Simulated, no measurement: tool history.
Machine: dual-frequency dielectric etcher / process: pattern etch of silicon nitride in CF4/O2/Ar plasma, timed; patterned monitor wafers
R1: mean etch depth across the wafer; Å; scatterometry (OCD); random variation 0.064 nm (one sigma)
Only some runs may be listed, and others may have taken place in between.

run 1 hour=0 | source_power_(kW)=0.7 bias_power_(kW)=0.042 Ar_flow_(sccm)=103 CF4_flow_(sccm)=76 etch_time_(s)=7.5 | R1=154.36
run 2 hour=7.8 | source_power_(kW)=0.7 bias_power_(kW)=0.042 Ar_flow_(sccm)=87 CF4_flow_(sccm)=76 etch_time_(s)=7.5 | R1=158.26
run 3 hour=14.5 | source_power_(kW)=0.7 bias_power_(kW)=0.042 Ar_flow_(sccm)=87 CF4_flow_(sccm)=76 etch_time_(s)=7.5 | R1=158.8
run 4 hour=16.1 | source_power_(kW)=0.7 bias_power_(kW)=0.042 Ar_flow_(sccm)=87 CF4_flow_(sccm)=64 etch_time_(s)=7.5 | R1=156.16
run 5 hour=17.6 | source_power_(kW)=0.73 bias_power_(kW)=0.042 Ar_flow_(sccm)=87 CF4_flow_(sccm)=64 etch_time_(s)=7.5 | R1=159.13
run 6 hour=21.8 | source_power_(kW)=0.76 bias_power_(kW)=0.042 Ar_flow_(sccm)=87 CF4_flow_(sccm)=64 etch_time_(s)=7.5 | R1=163.69
run 7 hour=25.3 | source_power_(kW)=0.78 bias_power_(kW)=0.042 Ar_flow_(sccm)=87 CF4_flow_(sccm)=64 etch_time_(s)=7.5 | R1=166.22
run 8 hour=29.4 | source_power_(kW)=0.78 bias_power_(kW)=0.042 Ar_flow_(sccm)=87 CF4_flow_(sccm)=64 etch_time_(s)=7.5 | R1=166.58
run 9 hour=34.7 | source_power_(kW)=0.8 bias_power_(kW)=0.042 Ar_flow_(sccm)=87 CF4_flow_(sccm)=64 etch_time_(s)=7.5 | R1=168.5

What does the tool deliver on the next run?
run 10 hour=39.7 | source_power_(kW)=0.81 bias_power_(kW)=0.042 Ar_flow_(sccm)=87 CF4_flow_(sccm)=64 etch_time_(s)=7.5 | R1=?

Run 10 yielded R1 169.12 Å.
